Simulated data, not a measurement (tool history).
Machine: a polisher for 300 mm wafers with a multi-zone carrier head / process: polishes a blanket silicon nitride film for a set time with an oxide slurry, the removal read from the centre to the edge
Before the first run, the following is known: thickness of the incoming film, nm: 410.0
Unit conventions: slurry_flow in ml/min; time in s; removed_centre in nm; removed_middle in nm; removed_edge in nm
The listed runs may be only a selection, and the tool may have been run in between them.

| run | day | slurry_flow | centre_zone | middle_zone | edge_zone | slurry_solids | time | removed_centre | removed_middle | removed_edge |
|---|---|---|---|---|---|---|---|---|---|---|
| 1 | 0 | 280 | 1 | 1 | 1 | 1 | 36 | 20.184 | 20.463 | 19.952 |
| 2 | 0.229 | 285 | 1.04 | 1.01 | 1.03 | 1.15 | 36 | 21.886 | 21.369 | 21.953 |
| 3 | 0.329 | 285 | 1.04 | 1.01 | 1.03 | 1.15 | 32 | 19.974 | 18.954 | 19.202 |
| 4 | 0.383 | 285 | 1.04 | 1.01 | 1.03 | 1 | 32 | 18.716 | 18.296 | 18.558 |
| 5 | 0.508 | 295 | 1.08 | 1.04 | 1.04 | 1.15 | 34 | 21.684 | 21.039 | 21.096 |
| 6 | 0.817 | 235 | 1.08 | 1.04 | 1.04 | 1.15 | 34 | 21.743 | 20.446 | 20.89 |

Forecast run 7:
| 7 | 0.908 | 240 | 1.15 | 1.08 | 1.09 | 1.4 | 38 | ? | ? | ? |

{"run 7": {"removed_centre": 27.599, "removed_middle": 25.273, "removed_edge": 25.364}}
